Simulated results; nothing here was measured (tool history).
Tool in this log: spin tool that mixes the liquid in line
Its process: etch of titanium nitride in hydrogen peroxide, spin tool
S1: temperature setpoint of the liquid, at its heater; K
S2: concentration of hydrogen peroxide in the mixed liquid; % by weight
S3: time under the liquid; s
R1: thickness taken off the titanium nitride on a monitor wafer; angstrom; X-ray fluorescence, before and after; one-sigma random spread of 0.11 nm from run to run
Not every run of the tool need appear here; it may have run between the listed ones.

run 1 hour=0 | S1=327.15 S2=16.5 S3=220 | R1=167.4
run 2 hour=2.3 | S1=326.65 S2=16.5 S3=220 | R1=160.18
run 3 hour=5.1 | S1=326.65 S2=16.5 S3=220 | R1=163.02
run 4 hour=9.7 | S1=321.15 S2=16.5 S3=220 | R1=109.09
run 5 hour=14.4 | S1=318.15 S2=16.5 S3=220 | R1=88.058
run 6 hour=21.6 | S1=318.15 S2=16.5 S3=220 | R1=86.494
run 7 hour=29.7 | S1=319.65 S2=16.5 S3=220 | R1=97.782

Run 8 has not been measured yet. What should we expect?
run 8 hour=32.1 | S1=321.15 S2=16.5 S3=220 | R1=?

{"run 8": {"R1": 108.64}}
